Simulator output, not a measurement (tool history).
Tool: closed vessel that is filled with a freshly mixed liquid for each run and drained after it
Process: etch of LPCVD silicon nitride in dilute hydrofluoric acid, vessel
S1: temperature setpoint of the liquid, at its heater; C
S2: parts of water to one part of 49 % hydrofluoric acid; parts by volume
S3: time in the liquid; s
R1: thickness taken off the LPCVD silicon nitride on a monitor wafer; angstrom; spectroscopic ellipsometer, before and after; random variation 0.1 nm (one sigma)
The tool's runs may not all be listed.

{"run": 1, "hour": 0.0, "S1": 25.0, "S2": 170, "S3": 2995, "R1": 96.99}
{"run": 2, "hour": 4.8, "S1": 25.5, "S2": 170, "S3": 2995, "R1": 100.81}
{"run": 3, "hour": 7.4, "S1": 25.5, "S2": 170, "S3": 2995, "R1": 100.45}
{"run": 4, "hour": 15.5, "S1": 25.5, "S2": 130, "S3": 2995, "R1": 132.53}
{"run": 5, "hour": 24.3, "S1": 26.5, "S2": 130, "S3": 2995, "R1": 139.92}
{"run": 6, "hour": 28.9, "S1": 24.0, "S2": 130, "S3": 2995, "R1": 119.68}

Forecast run 7:
{"run": 7, "hour": 32.7, "S1": 24.5, "S2": 130, "S3": 2995, "R1": "?"}

Run 7 gave R1 123.15 angstrom.
